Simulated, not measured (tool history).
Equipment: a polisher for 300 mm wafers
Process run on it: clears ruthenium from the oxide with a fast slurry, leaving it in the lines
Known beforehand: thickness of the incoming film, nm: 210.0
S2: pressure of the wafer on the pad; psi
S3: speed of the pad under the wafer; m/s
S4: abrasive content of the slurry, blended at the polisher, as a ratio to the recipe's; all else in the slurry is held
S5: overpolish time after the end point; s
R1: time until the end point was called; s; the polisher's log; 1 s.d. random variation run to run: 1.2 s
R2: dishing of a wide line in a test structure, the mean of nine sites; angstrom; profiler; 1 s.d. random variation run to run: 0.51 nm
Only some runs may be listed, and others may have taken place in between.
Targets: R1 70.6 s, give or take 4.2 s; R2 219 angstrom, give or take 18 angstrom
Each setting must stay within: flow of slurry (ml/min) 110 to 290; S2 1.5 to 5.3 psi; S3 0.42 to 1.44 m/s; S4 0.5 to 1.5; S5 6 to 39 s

{"run": 1, "hour": 0.0, "flow of slurry (ml/min)": 185, "S2": 3.4, "S3": 0.92, "S4": 1, "S5": 20, "R1": 48.427, "R2": 351.99}
{"run": 2, "hour": 6.6, "flow of slurry (ml/min)": 185, "S2": 3.2, "S3": 0.92, "S4": 1, "S5": 18, "R1": 52.689, "R2": 347.06}
{"run": 3, "hour": 15.4, "flow of slurry (ml/min)": 185, "S2": 3.2, "S3": 0.92, "S4": 1, "S5": 22, "R1": 51.385, "R2": 368.33}
{"run": 4, "hour": 18.1, "flow of slurry (ml/min)": 185, "S2": 3.2, "S3": 0.92, "S4": 0.8, "S5": 22, "R1": 60.59, "R2": 353.29}
{"run": 5, "hour": 21.1, "flow of slurry (ml/min)": 175, "S2": 3.2, "S3": 0.86, "S4": 0.85, "S5": 19, "R1": 63.311, "R2": 316.01}
{"run": 6, "hour": 22.6, "flow of slurry (ml/min)": 175, "S2": 2.9, "S3": 0.86, "S4": 0.85, "S5": 19, "R1": 65.707, "R2": 317.28}
{"run": 7, "hour": 30.4, "flow of slurry (ml/min)": 165, "S2": 2.9, "S3": 0.82, "S4": 0.85, "S5": 17, "R1": 69.437, "R2": 290.41}
{"run": 8, "hour": 35.4, "flow of slurry (ml/min)": 160, "S2": 2.9, "S3": 0.82, "S4": 0.85, "S5": 15, "R1": 70.283, "R2": 266.01}
{"run": 9, "hour": 43.8, "flow of slurry (ml/min)": 150, "S2": 2.9, "S3": 0.82, "S4": 0.85, "S5": 6, "R1": 71.69, "R2": 143.31}
{"run": 10, "hour": 52.0, "flow of slurry (ml/min)": 185, "S2": 2.9, "S3": 0.82, "S4": 0.85, "S5": 13, "R1": 67.913, "R2": 248.01}
{"run": 11, "hour": 58.4, "flow of slurry (ml/min)": 185, "S2": 2.9, "S3": 0.82, "S4": 0.85, "S5": 13, "R1": 68.977, "R2": 250.71}
{"run": 12, "hour": 65.6, "flow of slurry (ml/min)": 180, "S2": 2.9, "S3": 0.82, "S4": 0.85, "S5": 13, "R1": 68.589, "R2": 247.16}
{"run": 13, "hour": 70.7, "flow of slurry (ml/min)": 175, "S2": 2.9, "S3": 0.82, "S4": 0.85, "S5": 13, "R1": 69.755, "R2": 252.94}
{"run": 14, "hour": 77.1, "flow of slurry (ml/min)": 170, "S2": 2.9, "S3": 0.82, "S4": 0.85, "S5": 13, "R1": 69.171, "R2": 237.39}
{"run": 15, "hour": 82.6, "flow of slurry (ml/min)": 160, "S2": 2.9, "S3": 0.82, "S4": 0.85, "S5": 13, "R1": 69.641, "R2": 241.66}

4 next moves are on the table. One of them brings every result within its allowed miss. Which?
{"run": "A", "hour": 88.1, "flow of slurry (ml/min)": 160, "S2": 2.9, "S3": 0.86, "S4": 0.8, "S5": 9, "R1": "?", "R2": "?"}
{"run": "B", "hour": 88.1, "flow of slurry (ml/min)": 175, "S2": 2.2, "S3": 0.82, "S4": 1.1, "S5": 11, "R1": "?", "R2": "?"}
{"run": "C", "hour": 88.1, "flow of slurry (ml/min)": 175, "S2": 2.6, "S3": 0.82, "S4": 0.75, "S5": 16, "R1": "?", "R2": "?"}
{"run": "D", "hour": 88.1, "flow of slurry (ml/min)": 120, "S2": 3.2, "S3": 0.66, "S4": 0.9, "S5": 13, "R1": "?", "R2": "?"}

move=A R1=70.478 R2=190.12
move=B R1=70.245 R2=219.8
move=C R1=81.713 R2=254.3
move=D R1=83.627 R2=218.7
A: takes the biggest miss from the last run beyond its target
B: all results in spec
C: misses by more than the last run did
D: brings the last run's worst result on target, with another outside its allowed miss
Answer: B
